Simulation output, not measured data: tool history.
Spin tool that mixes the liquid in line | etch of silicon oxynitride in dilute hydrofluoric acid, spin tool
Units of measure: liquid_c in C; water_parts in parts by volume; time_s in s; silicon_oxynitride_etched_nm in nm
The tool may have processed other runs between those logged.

run  hour  liquid_c  water_parts  time_s  silicon_oxynitride_etched_nm
  1     0        24           80      65                        1.1929
  2   1.2      24.5           80      65                        1.2239
  3   7.1        25           80      65                        1.2456
  4  11.8      23.5           80      65                        1.1737
  5  13.2      24.5           80      65                        1.2292
  6  17.8      24.5           80      40                       0.76104
  7  18.9        25           75      40                       0.81646
  8  21.5        24           70      45                       0.95146
  9  25.3      24.5           65      45                        1.0544
 10    26        25           60      45                        1.1711

Run 11 comes next. What will it give?
 11  34.6      25.5           60      45                             ?

silicon_oxynitride_etched_nm: 1.2287 nm
